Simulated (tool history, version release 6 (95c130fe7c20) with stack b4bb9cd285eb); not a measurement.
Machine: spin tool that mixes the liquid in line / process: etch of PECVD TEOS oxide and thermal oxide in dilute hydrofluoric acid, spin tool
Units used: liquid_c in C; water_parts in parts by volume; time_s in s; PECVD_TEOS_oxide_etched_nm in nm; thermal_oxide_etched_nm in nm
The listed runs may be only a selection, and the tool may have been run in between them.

run  hour  liquid_c  water_parts  time_s  PECVD_TEOS_oxide_etched_nm  thermal_oxide_etched_nm
  1     0        25           80     125                      34.647                   8.3281
  2   3.5        25           70     125                      40.326                   9.6153
  3  10.2      23.5           70     125                      37.748                   9.0918
  4  18.5      23.5           95     125                      27.056                   6.4157
  5  24.1        20           95     125                      23.138                   5.6282
  6  27.9        20           95     145                      27.106                   6.5005
  7  30.4        22           90     145                      31.313                   7.5563
  8  31.9      23.5           85     145                      35.711                    8.465
  9  37.1        25           80     145                      39.852                   9.6575
 10  37.9        29           60     150                      66.718                   16.053
 11  39.7      28.5           60     150                      65.394                   15.621

What does the tool deliver on the next run?
 12  41.1        28           60     150                           ?                        ?

Run 12 came out at PECVD_TEOS_oxide_etched_nm 64.64 nm, thermal_oxide_etched_nm 15.379 nm.
